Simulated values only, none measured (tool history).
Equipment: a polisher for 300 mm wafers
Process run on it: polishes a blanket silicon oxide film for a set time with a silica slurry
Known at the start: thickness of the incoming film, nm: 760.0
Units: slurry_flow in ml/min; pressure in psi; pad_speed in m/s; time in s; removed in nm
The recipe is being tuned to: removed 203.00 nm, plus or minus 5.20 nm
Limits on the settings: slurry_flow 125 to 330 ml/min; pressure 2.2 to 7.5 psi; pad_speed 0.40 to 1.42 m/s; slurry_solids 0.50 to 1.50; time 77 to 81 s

run,day,slurry_flow,pressure,pad_speed,slurry_solids,time,removed
1,0.000,210,4.8,0.90,1.00,77,288.76
2,0.338,210,4.1,0.90,1.00,77,243.82
3,0.404,210,3.7,0.90,1.00,77,222.87
4,0.496,205,3.6,0.90,1.00,77,217.71
5,0.667,205,2.7,0.90,1.00,77,162.58
6,0.954,230,2.7,0.90,1.00,77,166.44
7,1.321,230,2.9,0.90,1.00,77,178.68
8,1.604,240,3.0,0.90,1.00,77,185.06
9,1.867,250,3.1,0.90,1.00,77,193.23
10,2.217,255,3.1,0.90,1.00,77,190.74
11,2.417,260,3.1,0.90,1.00,77,190.35
# day 2.654: head pressure recalibrated
12,2.654,260,3.2,0.90,1.00,77,179.44
13,2.958,245,3.2,0.90,1.00,77,175.62
14,3.096,230,3.2,0.90,1.00,77,178.17
15,3.342,230,3.3,0.90,1.00,77,181.73
16,3.379,260,3.8,0.90,1.00,77,210.47
17,3.617,265,3.8,0.90,1.00,77,212.54

Which single option among these 4 for the next run brings every result within its allowed miss of target? Just one does.
A,3.854,290,3.7,0.88,1.10,80,?
B,3.854,300,3.9,0.84,0.85,79,?
C,3.854,270,4.0,0.78,1.20,77,?
D,3.854,275,3.7,0.92,1.10,77,?

move,removed
A,218.75
B,203.83
C,212.24
D,216.24
A: further off than the last run
B: each result inside its tolerance
C: roughly where the last run was
D: further off than the last run
Go with B: it meets all targets.
